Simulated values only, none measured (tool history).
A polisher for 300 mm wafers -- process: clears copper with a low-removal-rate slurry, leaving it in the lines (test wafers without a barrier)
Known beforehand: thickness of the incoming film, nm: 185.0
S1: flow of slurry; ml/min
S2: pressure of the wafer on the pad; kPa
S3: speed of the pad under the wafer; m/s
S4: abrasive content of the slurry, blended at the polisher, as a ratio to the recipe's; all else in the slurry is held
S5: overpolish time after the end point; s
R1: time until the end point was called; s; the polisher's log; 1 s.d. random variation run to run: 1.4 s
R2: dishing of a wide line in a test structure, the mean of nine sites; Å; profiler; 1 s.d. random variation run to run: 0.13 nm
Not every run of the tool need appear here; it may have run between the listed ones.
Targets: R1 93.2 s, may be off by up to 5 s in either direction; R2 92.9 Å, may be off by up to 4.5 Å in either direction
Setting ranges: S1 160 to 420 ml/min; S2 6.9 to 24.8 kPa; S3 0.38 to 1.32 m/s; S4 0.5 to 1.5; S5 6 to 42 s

Run 1, hour 0: S1 270 ml/min, S2 15.9 kPa, S3 0.84 m/s, S4 1, S5 21 s. Result: R1 113.43 s, R2 232.85 Å.
Run 2, hour 7.2: S1 270 ml/min, S2 14.5 kPa, S3 0.9 m/s, S4 1, S5 17 s. Result: R1 112.18 s, R2 208.51 Å.
Run 3, hour 11.4: S1 265 ml/min, S2 17.2 kPa, S3 0.76 m/s, S4 0.95, S5 14 s. Result: R1 120.69 s, R2 162.29 Å.
Run 4, hour 15.7: S1 285 ml/min, S2 19.3 kPa, S3 0.72 m/s, S4 0.8, S5 12 s. Result: R1 117.69 s, R2 145.15 Å.
Run 5, hour 20.8: S1 285 ml/min, S2 22.1 kPa, S3 0.72 m/s, S4 0.8, S5 12 s. Result: R1 108.51 s, R2 154.25 Å.
Run 6, hour 22.7: S1 335 ml/min, S2 22.1 kPa, S3 0.72 m/s, S4 0.8, S5 12 s. Result: R1 105.85 s, R2 155.69 Å.
Run 7, hour 24.2: S1 360 ml/min, S2 22.8 kPa, S3 0.7 m/s, S4 0.7, S5 10 s. Result: R1 108.38 s, R2 133.89 Å.
At hour 32.7: slurry nozzle cleaned.
Run 8, hour 32.7: S1 375 ml/min, S2 23.4 kPa, S3 0.7 m/s, S4 0.65, S5 9 s. Result: R1 103.96 s, R2 124.34 Å.
Run 9, hour 36: S1 390 ml/min, S2 24.1 kPa, S3 0.7 m/s, S4 0.6, S5 8 s. Result: R1 101.77 s, R2 107.95 Å.
Run 10, hour 37.9: S1 400 ml/min, S2 24.1 kPa, S3 0.72 m/s, S4 0.55, S5 7 s. Result: R1 101.35 s, R2 100.44 Å.
Run 11, hour 43.4: S1 405 ml/min, S2 24.1 kPa, S3 0.74 m/s, S4 0.55, S5 7 s. Result: R1 94.864 s, R2 101.17 Å.

Which single option among these 5 for the next run brings every result within its allowed miss of target? Just one does.
Run A, hour 48.9: S1 410 ml/min, S2 24.1 kPa, S3 0.72 m/s, S4 0.5, S5 6 s. Result: R1 ?, R2 ?.
Run B, hour 48.9: S1 395 ml/min, S2 24.8 kPa, S3 0.78 m/s, S4 0.5, S5 6 s. Result: R1 ?, R2 ?.
Run C, hour 48.9: S1 420 ml/min, S2 24.8 kPa, S3 0.68 m/s, S4 0.5, S5 6 s. Result: R1 ?, R2 ?.
Run D, hour 48.9: S1 420 ml/min, S2 23.4 kPa, S3 0.7 m/s, S4 0.5, S5 6 s. Result: R1 ?, R2 ?.
Run E, hour 48.9: S1 395 ml/min, S2 23.4 kPa, S3 0.7 m/s, S4 0.5, S5 6 s. Result: R1 ?, R2 ?.

move      R1      R2
   A   102.8  84.364
   B  93.533  92.244
   C  106.33  81.725
   D  107.61   80.78
   E  108.06  80.458
A: the result that was furthest off in the last run now lies on the other side of its target
B: all results land within tolerance of their targets
C: the result that was furthest off in the last run now lies on the other side of its target
D: the result that was furthest off in the last run now lies on the other side of its target
E: the result that was furthest off in the last run now lies on the other side of its target
Correct choice: B, which meets every target

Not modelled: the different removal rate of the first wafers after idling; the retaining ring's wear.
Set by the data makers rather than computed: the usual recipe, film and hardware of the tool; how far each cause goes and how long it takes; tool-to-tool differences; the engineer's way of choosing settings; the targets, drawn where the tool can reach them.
